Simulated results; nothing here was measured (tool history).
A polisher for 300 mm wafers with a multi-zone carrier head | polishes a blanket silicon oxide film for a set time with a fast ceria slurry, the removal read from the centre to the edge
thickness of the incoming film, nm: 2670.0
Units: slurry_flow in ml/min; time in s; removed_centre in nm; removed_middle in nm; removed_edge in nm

{"run": 1, "hour": 0.0, "slurry_flow": 225, "centre_zone": 1, "middle_zone": 1, "edge_zone": 1, "time": 41, "removed_centre": 457.68, "removed_middle": 449.88, "removed_edge": 459.29}
{"run": 2, "hour": 8.1, "slurry_flow": 215, "centre_zone": 0.98, "middle_zone": 0.97, "edge_zone": 0.96, "time": 39, "removed_centre": 423.71, "removed_middle": 414.73, "removed_edge": 427.08}
{"run": 3, "hour": 9.9, "slurry_flow": 215, "centre_zone": 1.05, "middle_zone": 0.97, "edge_zone": 0.96, "time": 39, "removed_centre": 452.98, "removed_middle": 410.44, "removed_edge": 427.73}
{"run": 4, "hour": 13.8, "slurry_flow": 205, "centre_zone": 1.02, "middle_zone": 0.95, "edge_zone": 0.93, "time": 38, "removed_centre": 428.55, "removed_middle": 388.2, "removed_edge": 405.86}
{"run": 5, "hour": 14.4, "slurry_flow": 195, "centre_zone": 0.99, "middle_zone": 0.93, "edge_zone": 0.91, "time": 38, "removed_centre": 416.46, "removed_middle": 386.92, "removed_edge": 401.22}
{"run": 6, "hour": 16.3, "slurry_flow": 190, "centre_zone": 0.97, "middle_zone": 0.91, "edge_zone": 0.89, "time": 37, "removed_centre": 384.66, "removed_middle": 364.42, "removed_edge": 383.41}

Forecast run 7:
{"run": 7, "hour": 20.3, "slurry_flow": 185, "centre_zone": 0.96, "middle_zone": 0.9, "edge_zone": 0.87, "time": 37, "removed_centre": "?", "removed_middle": "?", "removed_edge": "?"}

removed_centre: 380.47 nm
removed_middle: 356.46 nm
removed_edge: 374.37 nm

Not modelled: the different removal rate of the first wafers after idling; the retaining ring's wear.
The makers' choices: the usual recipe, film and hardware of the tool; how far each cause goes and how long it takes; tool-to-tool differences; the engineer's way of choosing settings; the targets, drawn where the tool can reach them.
